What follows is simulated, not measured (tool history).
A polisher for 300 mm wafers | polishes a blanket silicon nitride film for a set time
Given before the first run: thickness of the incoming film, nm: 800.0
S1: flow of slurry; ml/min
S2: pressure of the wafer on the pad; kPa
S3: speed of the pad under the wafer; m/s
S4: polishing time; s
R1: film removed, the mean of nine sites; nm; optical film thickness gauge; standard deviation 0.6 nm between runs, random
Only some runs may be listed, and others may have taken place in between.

run 1 hour=0 | S1=165 S2=16.5 S3=1.3 S4=44 | R1=63.666
run 2 hour=5.2 | S1=170 S2=17.2 S3=1.3 S4=44 | R1=65.667
run 3 hour=7.4 | S1=170 S2=17.2 S3=1.3 S4=44 | R1=66.191
run 4 hour=13.2 | S1=195 S2=17.2 S3=1.3 S4=44 | R1=67.545
run 5 hour=16.1 | S1=195 S2=20.7 S3=1.3 S4=44 | R1=81.886
run 6 hour=20.9 | S1=195 S2=20.7 S3=1.42 S4=44 | R1=88.323
run 7 hour=29.1 | S1=190 S2=20 S3=1.42 S4=44 | R1=84.161
run 8 hour=33.7 | S1=185 S2=20 S3=1.42 S4=44 | R1=83.1
run 9 hour=41.2 | S1=180 S2=20 S3=1.42 S4=44 | R1=82.626

What does the tool deliver on the next run?
run 10 hour=41.7 | S1=175 S2=20 S3=1.42 S4=44 | R1=?

Run 10 yielded R1 83.151 nm.
